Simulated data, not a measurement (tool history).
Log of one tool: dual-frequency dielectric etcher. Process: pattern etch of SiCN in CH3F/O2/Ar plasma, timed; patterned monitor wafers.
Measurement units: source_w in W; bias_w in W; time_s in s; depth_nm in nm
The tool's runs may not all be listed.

Run 1, hour 0: source_w 510 W, bias_w 56 W, time_s 24 s. Result: depth_nm 8.8553 nm.
Run 2, hour 5.2: source_w 530 W, bias_w 57 W, time_s 24 s. Result: depth_nm 9.0415 nm.
Run 3, hour 8.2: source_w 530 W, bias_w 49 W, time_s 24 s. Result: depth_nm 8.6882 nm.
Run 4, hour 16.5: source_w 530 W, bias_w 49 W, time_s 24 s. Result: depth_nm 8.6489 nm.
Run 5, hour 17.5: source_w 560 W, bias_w 50 W, time_s 24 s. Result: depth_nm 8.9081 nm.
Run 6, hour 24.2: source_w 560 W, bias_w 50 W, time_s 22 s. Result: depth_nm 8.1459 nm.
Run 7, hour 32.1: source_w 570 W, bias_w 55 W, time_s 22 s. Result: depth_nm 8.4018 nm.
Run 8, hour 34.6: source_w 580 W, bias_w 59 W, time_s 22.5 s. Result: depth_nm 8.9171 nm.
Run 9, hour 42.9: source_w 600 W, bias_w 60 W, time_s 22.5 s. Result: depth_nm 9.1527 nm.

For run 10, what comes out?
Run 10, hour 51.4: source_w 620 W, bias_w 60 W, time_s 22.5 s. Result: depth_nm ?.

depth_nm: 9.2854 nm

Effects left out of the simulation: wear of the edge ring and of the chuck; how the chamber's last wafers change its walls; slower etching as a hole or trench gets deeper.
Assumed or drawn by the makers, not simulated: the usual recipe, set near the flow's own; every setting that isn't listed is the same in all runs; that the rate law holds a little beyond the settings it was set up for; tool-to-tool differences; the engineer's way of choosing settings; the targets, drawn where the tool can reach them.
